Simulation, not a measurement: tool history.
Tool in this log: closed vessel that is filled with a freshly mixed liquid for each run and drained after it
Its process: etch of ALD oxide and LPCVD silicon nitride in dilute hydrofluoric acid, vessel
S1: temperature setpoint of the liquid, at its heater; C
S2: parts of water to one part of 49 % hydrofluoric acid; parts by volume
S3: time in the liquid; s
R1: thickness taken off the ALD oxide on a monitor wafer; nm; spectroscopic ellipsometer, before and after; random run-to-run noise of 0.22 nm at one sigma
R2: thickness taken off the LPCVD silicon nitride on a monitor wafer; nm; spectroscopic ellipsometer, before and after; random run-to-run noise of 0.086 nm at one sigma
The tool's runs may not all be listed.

run  hour    S1   S2  S3      R1       R2
  1     0    23   70  60  27.369   0.4284
  2   3.9  25.5   70  60  30.352  0.45464
  3    13  25.5   90  60  22.636  0.38106
  4  20.5  25.5  100  60  20.357  0.37411
  5  25.9  26.5   90  60  23.622  0.44278
  6  33.7  27.5   80  60  28.049  0.40848
  7  41.2  27.5   80  60  28.118  0.48736
  8  49.2    28   70  60  33.014  0.52534
  9  52.4  28.5   65  60   36.72  0.58527

Expected results for the next run?
 10  58.6  29  60  60   ?   ?

Run 10 produced R1 41.098 nm, R2 0.71542 nm.

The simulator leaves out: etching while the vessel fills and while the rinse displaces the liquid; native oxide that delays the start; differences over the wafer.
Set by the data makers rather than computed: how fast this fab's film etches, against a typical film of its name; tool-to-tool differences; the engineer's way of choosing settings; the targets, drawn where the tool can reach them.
